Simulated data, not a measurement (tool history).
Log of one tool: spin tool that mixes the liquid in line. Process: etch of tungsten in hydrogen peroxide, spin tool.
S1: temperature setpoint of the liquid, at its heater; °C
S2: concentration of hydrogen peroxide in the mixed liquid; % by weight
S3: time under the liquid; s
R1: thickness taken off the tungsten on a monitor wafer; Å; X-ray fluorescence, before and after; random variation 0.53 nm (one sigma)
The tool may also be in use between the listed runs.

{"run": 1, "hour": 0.0, "S1": 43.0, "S2": 16.5, "S3": 120, "R1": 883.23}
{"run": 2, "hour": 5.1, "S1": 43.0, "S2": 16.5, "S3": 120, "R1": 883.15}
{"run": 3, "hour": 6.1, "S1": 42.5, "S2": 16.5, "S3": 120, "R1": 843.55}
{"run": 4, "hour": 6.8, "S1": 42.5, "S2": 16.5, "S3": 130, "R1": 933.61}
{"run": 5, "hour": 9.1, "S1": 41.5, "S2": 16.5, "S3": 130, "R1": 872.87}
{"run": 6, "hour": 15.4, "S1": 41.0, "S2": 16.5, "S3": 130, "R1": 838.51}
{"run": 7, "hour": 22.7, "S1": 40.5, "S2": 16.5, "S3": 130, "R1": 810.22}
{"run": 8, "hour": 31.5, "S1": 40.0, "S2": 16.5, "S3": 130, "R1": 794.61}

Forecast run 9:
{"run": 9, "hour": 33.8, "S1": 39.5, "S2": 16.5, "S3": 130, "R1": "?"}

Run 9 gave R1 769.25 Å.
